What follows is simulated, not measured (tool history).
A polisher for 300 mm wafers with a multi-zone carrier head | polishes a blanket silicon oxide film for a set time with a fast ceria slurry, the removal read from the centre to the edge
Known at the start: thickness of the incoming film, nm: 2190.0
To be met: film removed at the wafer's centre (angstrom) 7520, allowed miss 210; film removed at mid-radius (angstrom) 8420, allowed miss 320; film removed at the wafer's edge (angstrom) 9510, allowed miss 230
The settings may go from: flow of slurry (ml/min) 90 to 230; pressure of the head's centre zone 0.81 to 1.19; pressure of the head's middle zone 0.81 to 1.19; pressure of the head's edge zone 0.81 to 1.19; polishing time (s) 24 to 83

run  hour  flow of slurry (ml/min)  pressure of the head's centre zone  pressure of the head's middle zone  pressure of the head's edge zone  polishing time (s)  film removed at the wafer's centre (angstrom)  film removed at mid-radius (angstrom)  film removed at the wafer's edge (angstrom)
  1     0                      150                                   1                                   1                                 1                  53                                         9114.5                                 9016.8                                       8999.4
  2   4.7                      150                                   1                                1.08                                 1                  53                                         9016.8                                 9605.4                                       9046.6
  3   5.2                      175                                   1                                1.08                                 1                  53                                         9374.9                                  10044                                       9215.3
  4    12                      155                                0.97                                1.06                              1.04                  53                                         8771.3                                 9404.2                                       9264.9
  5  18.5                      140                                0.95                                1.06                              1.07                  53                                         8606.3                                 9113.2                                       9253.9
  6  21.3                      130                                0.91                                1.06                              1.09                  53                                         7976.2                                 9129.2                                       9192.4
  7  24.3                      130                                0.91                                1.06                              1.09                  53                                         7980.9                                   9275                                         9224
  8  25.4                      125                                 0.9                                1.04                              1.12                  53                                         7787.8                                   8907                                       9274.8
  9  30.9                      120                                0.89                                1.03                              1.14                  53                                         7568.6                                 8910.8                                       9324.4

Which of these 5 next moves meets every target?
  A  36.4                      140                                0.87                                0.97                              1.19                  51                                              ?                                      ?                                            ?
  B  36.4                      115                                0.84                                1.06                              1.15                  54                                              ?                                      ?                                            ?
  C  36.4                      115                                0.82                                1.06                              1.13                  55                                              ?                                      ?                                            ?
  D  36.4                      145                                0.85                                1.12                              1.11                  51                                              ?                                      ?                                            ?
  E  36.4                      145                                0.87                                 1.1                               1.1                  50                                              ?                                      ?                                            ?

move  film removed at the wafer's centre (angstrom)  film removed at mid-radius (angstrom)  film removed at the wafer's edge (angstrom)
   A                                           7639                                 8444.4                                       9484.7
   B                                         7412.5                                 9085.3                                       9512.5
   C                                         7394.6                                 9254.7                                       9601.6
   D                                         7560.4                                 9481.9                                       9184.9
   E                                           7562                                 9168.6                                       8965.7
A: meets every target
B: further off than the last run
C: further off than the last run
D: further off than the last run
E: further off than the last run
Answer: A
